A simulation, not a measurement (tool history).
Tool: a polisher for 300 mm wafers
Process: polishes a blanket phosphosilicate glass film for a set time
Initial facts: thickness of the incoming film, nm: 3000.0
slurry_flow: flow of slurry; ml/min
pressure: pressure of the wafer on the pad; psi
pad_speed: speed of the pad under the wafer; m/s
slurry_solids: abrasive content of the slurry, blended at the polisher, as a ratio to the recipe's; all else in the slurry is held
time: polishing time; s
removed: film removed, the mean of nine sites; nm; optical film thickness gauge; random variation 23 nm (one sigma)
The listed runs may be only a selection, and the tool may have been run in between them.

{"run": 1, "hour": 0.0, "slurry_flow": 245, "pressure": 3.9, "pad_speed": 1.22, "slurry_solids": 1, "time": 97, "removed": 1187.2}
{"run": 2, "hour": 7.1, "slurry_flow": 245, "pressure": 4.1, "pad_speed": 1.22, "slurry_solids": 1, "time": 97, "removed": 1258.3}
{"run": 3, "hour": 9.3, "slurry_flow": 245, "pressure": 4.1, "pad_speed": 1.22, "slurry_solids": 1, "time": 102, "removed": 1347.2}
{"run": 4, "hour": 14.6, "slurry_flow": 245, "pressure": 4.2, "pad_speed": 1.22, "slurry_solids": 1, "time": 102, "removed": 1349.4}
{"run": 5, "hour": 22.4, "slurry_flow": 245, "pressure": 4.2, "pad_speed": 1.22, "slurry_solids": 1, "time": 97, "removed": 1292.8}
{"run": 6, "hour": 24.0, "slurry_flow": 245, "pressure": 4.4, "pad_speed": 1.22, "slurry_solids": 1, "time": 97, "removed": 1334.6}
{"run": 7, "hour": 26.0, "slurry_flow": 245, "pressure": 4.6, "pad_speed": 1.22, "slurry_solids": 1, "time": 97, "removed": 1413.3}
{"run": 8, "hour": 29.6, "slurry_flow": 245, "pressure": 4.7, "pad_speed": 1.22, "slurry_solids": 1, "time": 97, "removed": 1464.1}
{"run": 9, "hour": 33.9, "slurry_flow": 245, "pressure": 4.8, "pad_speed": 1.22, "slurry_solids": 1, "time": 97, "removed": 1463.8}

Run 10 is up next; what results do you expect?
{"run": 10, "hour": 36.4, "slurry_flow": 245, "pressure": 4.8, "pad_speed": 1.22, "slurry_solids": 1, "time": 97, "removed": "?"}

{"run 10": {"removed": 1475.3}}
